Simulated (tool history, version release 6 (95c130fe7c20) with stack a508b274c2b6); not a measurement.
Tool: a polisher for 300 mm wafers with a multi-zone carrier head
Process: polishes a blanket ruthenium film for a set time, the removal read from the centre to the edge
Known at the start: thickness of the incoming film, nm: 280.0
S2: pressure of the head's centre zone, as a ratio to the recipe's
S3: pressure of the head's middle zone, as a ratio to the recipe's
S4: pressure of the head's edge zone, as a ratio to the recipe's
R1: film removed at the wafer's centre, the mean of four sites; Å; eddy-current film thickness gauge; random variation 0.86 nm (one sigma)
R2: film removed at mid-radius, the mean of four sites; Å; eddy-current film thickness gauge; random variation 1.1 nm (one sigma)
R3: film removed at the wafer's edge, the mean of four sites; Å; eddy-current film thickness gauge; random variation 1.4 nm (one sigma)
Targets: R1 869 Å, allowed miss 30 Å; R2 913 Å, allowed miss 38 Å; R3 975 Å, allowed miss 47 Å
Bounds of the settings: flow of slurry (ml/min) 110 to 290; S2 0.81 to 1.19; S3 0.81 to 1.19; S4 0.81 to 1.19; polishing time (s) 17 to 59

Run 1, hour 0: flow of slurry (ml/min) 185, S2 1, S3 1, S4 1, polishing time (s) 38. Result: R1 611.79 Å, R2 639.36 Å, R3 625.23 Å.
Run 2, hour 3.8: flow of slurry (ml/min) 185, S2 1, S3 1, S4 1, polishing time (s) 33. Result: R1 555.2 Å, R2 540.06 Å, R3 547.92 Å.
Run 3, hour 10.9: flow of slurry (ml/min) 190, S2 1.01, S3 0.98, S4 1.04, polishing time (s) 38. Result: R1 634.02 Å, R2 624.18 Å, R3 638.67 Å.
Run 4, hour 19.6: flow of slurry (ml/min) 190, S2 1.01, S3 0.97, S4 1.07, polishing time (s) 41. Result: R1 679.21 Å, R2 675.95 Å, R3 706.57 Å.
Run 5, hour 20.6: flow of slurry (ml/min) 190, S2 1.01, S3 0.97, S4 1.09, polishing time (s) 43. Result: R1 718.59 Å, R2 706.76 Å, R3 737.11 Å.
Run 6, hour 29.4: flow of slurry (ml/min) 195, S2 1, S3 0.97, S4 1.11, polishing time (s) 45. Result: R1 754.32 Å, R2 746.69 Å, R3 804.27 Å.
Run 7, hour 35.7: flow of slurry (ml/min) 205, S2 1, S3 0.99, S4 1.13, polishing time (s) 46. Result: R1 774.78 Å, R2 759.48 Å, R3 808.12 Å.
Run 8, hour 37.7: flow of slurry (ml/min) 200, S2 0.99, S3 0.99, S4 1.13, polishing time (s) 48. Result: R1 780.75 Å, R2 789.27 Å, R3 848.77 Å.
Run 9, hour 45.4: flow of slurry (ml/min) 200, S2 0.99, S3 0.99, S4 1.13, polishing time (s) 50. Result: R1 816.72 Å, R2 822 Å, R3 881.03 Å.
Run 10, hour 53.1: flow of slurry (ml/min) 200, S2 0.98, S3 1, S4 1.14, polishing time (s) 51. Result: R1 833.86 Å, R2 849.47 Å, R3 909.8 Å.

4 next moves are on the table. One of them brings every result within its allowed miss. Which?
Run A, hour 60.8: flow of slurry (ml/min) 220, S2 1.04, S3 1.14, S4 1.09, polishing time (s) 49. Result: R1 ?, R2 ?, R3 ?.
Run B, hour 60.8: flow of slurry (ml/min) 150, S2 1, S3 0.96, S4 1.1, polishing time (s) 54. Result: R1 ?, R2 ?, R3 ?.
Run C, hour 60.8: flow of slurry (ml/min) 190, S2 0.95, S3 1, S4 1.13, polishing time (s) 55. Result: R1 ?, R2 ?, R3 ?.
Run D, hour 60.8: flow of slurry (ml/min) 215, S2 0.81, S3 0.88, S4 1.13, polishing time (s) 56. Result: R1 ?, R2 ?, R3 ?.

move      R1      R2      R3
   A  869.88  956.96  865.07
   B  836.57  838.05  904.32
   C  862.83   934.6  970.99
   D  767.74  876.42  1007.4
A: takes the result that was furthest off past its target
B: further off than the last run
C: meets every target
D: brings the result that was furthest off to its target, and leaves another outside
Answer: C

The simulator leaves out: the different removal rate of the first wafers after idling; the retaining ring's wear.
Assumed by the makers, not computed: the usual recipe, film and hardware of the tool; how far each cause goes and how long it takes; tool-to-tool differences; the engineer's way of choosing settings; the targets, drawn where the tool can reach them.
